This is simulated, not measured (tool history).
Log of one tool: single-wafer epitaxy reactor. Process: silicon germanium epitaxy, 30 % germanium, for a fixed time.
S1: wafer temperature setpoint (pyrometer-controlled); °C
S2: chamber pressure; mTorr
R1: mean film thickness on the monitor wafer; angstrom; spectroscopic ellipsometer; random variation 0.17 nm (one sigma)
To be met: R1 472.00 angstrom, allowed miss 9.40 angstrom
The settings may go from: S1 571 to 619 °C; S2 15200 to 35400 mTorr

run,hour,S1,S2,R1
1,0.0,595,25300,618.23
2,6.5,593,25200,597.04
3,10.2,593,28900,636.59
4,16.5,602,28900,740.16
5,22.0,598,28800,692.16
6,25.8,595,28700,655.71
7,27.7,592,28600,623.70
8,29.8,590,28500,597.62
9,35.6,588,28400,580.38

Which of these 5 next moves meets every target?
A,41.4,580,24400,?
B,41.4,585,26500,?
C,41.4,580,27900,?
D,41.4,574,26600,?
E,41.4,584,23100,?

move,R1
A,471.11
B,534.15
C,503.16
D,443.52
E,490.55
A: meets every target
B: nearer than the last run, and not there yet
C: nearer than the last run, and not there yet
D: takes the result that was furthest off past its target
E: nearer than the last run, and not there yet
Move A is the one to make.
